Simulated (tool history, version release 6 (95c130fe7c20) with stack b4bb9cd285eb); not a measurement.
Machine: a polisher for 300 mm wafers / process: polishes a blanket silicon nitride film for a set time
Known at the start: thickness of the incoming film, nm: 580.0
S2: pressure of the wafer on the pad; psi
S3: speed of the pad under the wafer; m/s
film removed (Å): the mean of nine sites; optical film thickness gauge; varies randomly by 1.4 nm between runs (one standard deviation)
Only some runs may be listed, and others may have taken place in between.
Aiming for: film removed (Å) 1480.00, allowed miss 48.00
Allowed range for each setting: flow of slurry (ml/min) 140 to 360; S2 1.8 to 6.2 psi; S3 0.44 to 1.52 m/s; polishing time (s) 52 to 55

run 1 hour=0.0 | flow_of_slurry_(ml/min)=230 S2=4.0 S3=0.98 polishing_time_(s)=52 | film_removed_(Å)=910.11
run 2 hour=8.4 | flow_of_slurry_(ml/min)=285 S2=4.0 S3=0.98 polishing_time_(s)=52 | film_removed_(Å)=944.31
run 3 hour=10.2 | flow_of_slurry_(ml/min)=285 S2=4.0 S3=0.98 polishing_time_(s)=52 | film_removed_(Å)=945.89
run 4 hour=16.4 | flow_of_slurry_(ml/min)=285 S2=4.0 S3=0.98 polishing_time_(s)=55 | film_removed_(Å)=992.68
run 5 hour=20.2 | flow_of_slurry_(ml/min)=285 S2=5.0 S3=0.98 polishing_time_(s)=55 | film_removed_(Å)=1237.20
run 6 hour=28.3 | flow_of_slurry_(ml/min)=285 S2=5.4 S3=0.98 polishing_time_(s)=55 | film_removed_(Å)=1307.70
run 7 hour=31.1 | flow_of_slurry_(ml/min)=285 S2=5.6 S3=0.98 polishing_time_(s)=55 | film_removed_(Å)=1370.60
run 8 hour=36.6 | flow_of_slurry_(ml/min)=285 S2=5.7 S3=0.98 polishing_time_(s)=55 | film_removed_(Å)=1420.20
run 9 hour=41.7 | flow_of_slurry_(ml/min)=285 S2=5.8 S3=0.98 polishing_time_(s)=55 | film_removed_(Å)=1432.00

5 candidate next runs follow, results not yet known. Just one meets every target within its allowed miss. Identify it.
run A hour=46.8 | flow_of_slurry_(ml/min)=310 S2=6.1 S3=1.20 polishing_time_(s)=53 | film_removed_(Å)=?
run B hour=46.8 | flow_of_slurry_(ml/min)=315 S2=5.8 S3=1.16 polishing_time_(s)=55 | film_removed_(Å)=?
run C hour=46.8 | flow_of_slurry_(ml/min)=260 S2=5.0 S3=1.26 polishing_time_(s)=53 | film_removed_(Å)=?
run D hour=46.8 | flow_of_slurry_(ml/min)=300 S2=6.2 S3=1.12 polishing_time_(s)=55 | film_removed_(Å)=?
run E hour=46.8 | flow_of_slurry_(ml/min)=330 S2=5.9 S3=1.10 polishing_time_(s)=52 | film_removed_(Å)=?

move=A film_removed_(Å)=1660.00
move=B film_removed_(Å)=1607.30
move=C film_removed_(Å)=1386.40
move=D film_removed_(Å)=1671.70
move=E film_removed_(Å)=1500.90
A: the result that was furthest off in the last run now lies on the other side of its target
B: the result that was furthest off in the last run now lies on the other side of its target
C: misses by more than the last run did
D: the result that was furthest off in the last run now lies on the other side of its target
E: meets every target
E is the move that brings every result within its allowed miss.
